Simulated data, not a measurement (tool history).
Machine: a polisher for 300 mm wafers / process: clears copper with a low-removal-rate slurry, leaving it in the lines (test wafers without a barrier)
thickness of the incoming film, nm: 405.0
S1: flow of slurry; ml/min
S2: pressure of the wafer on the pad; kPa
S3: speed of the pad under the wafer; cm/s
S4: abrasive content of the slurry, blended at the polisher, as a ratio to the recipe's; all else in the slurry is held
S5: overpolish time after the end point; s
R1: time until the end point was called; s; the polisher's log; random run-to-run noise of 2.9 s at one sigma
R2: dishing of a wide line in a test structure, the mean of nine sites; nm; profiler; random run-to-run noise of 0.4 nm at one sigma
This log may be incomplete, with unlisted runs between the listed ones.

run,hour,S1,S2,S3,S4,S5,R1,R2
1,0,125,23.4,138,1,28,110.19,54.963
2,5.8,125,23.4,138,1.15,28,107.05,57.78
3,12.7,125,23.4,112,1.15,28,131.12,51.996
4,19.4,95,23.4,112,1.15,28,147.55,46.672
5,21.3,95,28.3,112,1.15,28,120.36,56.134
6,28.7,90,24.8,126,1.05,24,120.25,47.73
7,35.3,85,22.1,132,0.95,21,139.64,39.263
8,38.3,85,20,142,0.85,19,150.41,34.997
9,45.6,85,20,142,0.85,19,147.95,33.19
# hour 48.6: worn pad replaced by a new one
10,48.6,85,18.6,152,0.8,17,140.42,33.546
11,52.1,85,17.2,158,0.75,15,147.51,27.209
12,54.2,85,16.5,160,0.75,14,147.92,25.674
13,62.9,85,16.5,160,0.75,14,149.79,26.291
14,66.2,85,16.5,160,0.75,14,154.54,25.924
15,69.2,90,15.9,164,0.7,13,154.6,23.795
16,74.4,95,15.9,166,0.7,12,149.07,23.101
17,81.1,100,15.9,166,0.7,11,149.07,21.478
18,89.1,110,15.2,166,0.7,11,150.3,20.913
19,91.5,115,13.8,166,0.7,8,160.76,15.182

Run 20 is up next; what results do you expect?
20,100.2,110,13.8,166,0.7,8,?,?

Run 20 came out at R1 168.54 s, R2 14.787 nm.
